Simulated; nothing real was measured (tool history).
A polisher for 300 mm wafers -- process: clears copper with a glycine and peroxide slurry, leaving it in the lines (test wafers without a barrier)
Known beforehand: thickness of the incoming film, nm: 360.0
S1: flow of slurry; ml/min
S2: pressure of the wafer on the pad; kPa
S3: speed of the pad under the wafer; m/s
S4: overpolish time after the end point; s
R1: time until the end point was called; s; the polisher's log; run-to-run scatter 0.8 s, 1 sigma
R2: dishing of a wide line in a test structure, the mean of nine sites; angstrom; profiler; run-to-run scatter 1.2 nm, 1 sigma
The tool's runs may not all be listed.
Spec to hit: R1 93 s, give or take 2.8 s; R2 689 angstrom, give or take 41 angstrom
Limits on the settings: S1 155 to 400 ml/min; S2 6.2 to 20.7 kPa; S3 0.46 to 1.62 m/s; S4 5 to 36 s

| run | hour | S1 | S2 | S3 | S4 | R1 | R2 |
|---|---|---|---|---|---|---|---|
| 1 | 0 | 255 | 13.1 | 1.04 | 18 | 105.36 | 439.72 |
| 2 | 4.7 | 255 | 10.3 | 1.04 | 18 | 121.68 | 365.54 |
| 3 | 13.5 | 295 | 10.3 | 1.04 | 18 | 121.11 | 375.78 |
| 4 | 20.3 | 275 | 10.3 | 1.04 | 18 | 121.64 | 367.15 |
| 5 | 24.6 | 275 | 10.3 | 1.04 | 25 | 121.67 | 499.36 |
| 6 | 25.8 | 275 | 10.3 | 1.16 | 25 | 112.92 | 543.76 |
| 7 | 26.5 | 285 | 13.8 | 1.18 | 27 | 89.631 | 677.91 |
| 8 | 31.9 | 280 | 13.8 | 1.18 | 28 | 89.243 | 663.8 |

Which one of the following 5 next-run settings gets every result inside its allowed miss? There is exactly one.
| A | 37.3 | 285 | 14.5 | 1.16 | 23 | ? | ? |
| B | 37.3 | 240 | 15.9 | 1.12 | 32 | ? | ? |
| C | 37.3 | 330 | 13.1 | 1.04 | 27 | ? | ? |
| D | 37.3 | 305 | 11.7 | 1.18 | 32 | ? | ? |
| E | 37.3 | 205 | 10.3 | 1.52 | 31 | ? | ? |

| move | R1 | R2 |
|---|---|---|
| A | 86.976 | 610.83 |
| B | 84.89 | 782.49 |
| C | 100.84 | 618.47 |
| D | 99.86 | 693.76 |
| E | 93.647 | 693 |
A: the biggest miss grows against the last run
B: the biggest miss grows against the last run
C: takes the result that was furthest off past its target
D: takes the result that was furthest off past its target
E: all results in spec
So the answer is move E, the one that meets all the targets.
